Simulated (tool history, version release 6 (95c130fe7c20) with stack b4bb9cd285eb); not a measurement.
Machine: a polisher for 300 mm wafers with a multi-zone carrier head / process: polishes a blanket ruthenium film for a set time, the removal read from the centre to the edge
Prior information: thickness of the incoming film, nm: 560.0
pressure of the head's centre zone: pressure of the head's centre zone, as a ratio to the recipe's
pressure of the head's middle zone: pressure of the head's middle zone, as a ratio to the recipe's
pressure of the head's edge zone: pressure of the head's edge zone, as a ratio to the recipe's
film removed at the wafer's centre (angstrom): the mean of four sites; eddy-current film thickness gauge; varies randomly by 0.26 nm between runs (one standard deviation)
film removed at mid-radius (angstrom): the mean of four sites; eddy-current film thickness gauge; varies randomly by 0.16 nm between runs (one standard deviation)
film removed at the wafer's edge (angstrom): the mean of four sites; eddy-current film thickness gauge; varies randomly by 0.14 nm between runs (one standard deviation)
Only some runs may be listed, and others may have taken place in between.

run  hour  flow of slurry (ml/min)  pressure of the head's centre zone  pressure of the head's middle zone  pressure of the head's edge zone  polishing time (s)  film removed at the wafer's centre (angstrom)  film removed at mid-radius (angstrom)  film removed at the wafer's edge (angstrom)
  1     0                      200                                   1                                   1                                 1                  33                                         283.58                                 277.49                                       282.37
  2   5.5                      190                                   1                                1.01                              0.95                  32                                          274.4                                 269.58                                       266.16
  3  12.3                      190                                1.08                                1.01                              0.95                  32                                         290.43                                 269.17                                       267.74
  4  15.8                      190                                1.08                                1.01                              0.92                  32                                         290.45                                 268.17                                        262.6
  5  20.1                      190                                1.08                                1.01                              0.98                  32                                         292.36                                 268.91                                       270.04
  6  27.7                      155                                1.08                                1.01                              0.98                  32                                         281.46                                 257.89                                       263.64
     35.9  -- edge zone pressure recalibrated
  7  35.9                      150                                1.07                                1.03                              0.94                  31                                         263.88                                 252.79                                       240.53
  8  39.5                      145                                1.07                                1.04                              0.93                  31                                         261.66                                 254.75                                       240.89
  9  44.3                      140                                1.07                                1.04                              0.91                  31                                         258.35                                 253.47                                       236.82

Run 10 is up next; what results do you expect?
 10  47.9                      135                                1.07                                1.04                               0.9                  31                                              ?                                      ?                                            ?

{"run 10": {"film removed at the wafer's centre (angstrom)": 261.53, "film removed at mid-radius (angstrom)": 248.56, "film removed at the wafer's edge (angstrom)": 233.72}}
